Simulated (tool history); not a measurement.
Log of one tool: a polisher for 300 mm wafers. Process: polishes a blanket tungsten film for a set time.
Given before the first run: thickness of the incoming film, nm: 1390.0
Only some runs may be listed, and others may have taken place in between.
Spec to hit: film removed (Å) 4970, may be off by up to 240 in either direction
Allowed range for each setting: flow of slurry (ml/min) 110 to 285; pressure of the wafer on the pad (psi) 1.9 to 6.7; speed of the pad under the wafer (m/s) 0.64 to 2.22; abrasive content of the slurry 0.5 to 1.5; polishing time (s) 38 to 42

| run | hour | flow of slurry (ml/min) | pressure of the wafer on the pad (psi) | speed of the pad under the wafer (m/s) | abrasive content of the slurry | polishing time (s) | film removed (Å) |
|---|---|---|---|---|---|---|---|
| 1 | 0 | 180 | 4.3 | 1.42 | 1 | 42 | 2794.7 |
| 2 | 1.8 | 180 | 3.9 | 1.42 | 1 | 42 | 2582.8 |
| 3 | 8.5 | 180 | 3.9 | 1.42 | 1 | 38 | 2322.5 |
| 4 | 15.6 | 180 | 4.8 | 1.46 | 1 | 38 | 2725.5 |
| 5 | 22.9 | 180 | 4.8 | 1.46 | 1.1 | 38 | 2839.6 |
| 6 | 27.4 | 180 | 5.4 | 1.6 | 1.1 | 38 | 3378.3 |
|  | 34.6 | slurry nozzle cleaned |
| 7 | 34.6 | 180 | 5.8 | 1.7 | 1.1 | 38 | 4004.8 |
| 8 | 40.4 | 180 | 6.1 | 1.72 | 1.1 | 38 | 4314.2 |

Exercise: of the 4 proposed moves below, exactly one satisfies all targets within the stated allowed misses. Which move is it?
| A | 46.2 | 155 | 6 | 1.76 | 0.85 | 42 | ? |
| B | 46.2 | 180 | 6.1 | 1.74 | 1.1 | 38 | ? |
| C | 46.2 | 200 | 6.7 | 1.54 | 1.35 | 42 | ? |
| D | 46.2 | 165 | 6.2 | 1.66 | 1.25 | 39 | ? |

| move | film removed (Å) |
|---|---|
| A | 4562.4 |
| B | 4462.3 |
| C | 4988.8 |
| D | 4481 |
A: an improvement on the last run, though not all results are within tolerance
B: an improvement on the last run, though not all results are within tolerance
C: each result inside its tolerance
D: an improvement on the last run, though not all results are within tolerance
C meets every target.
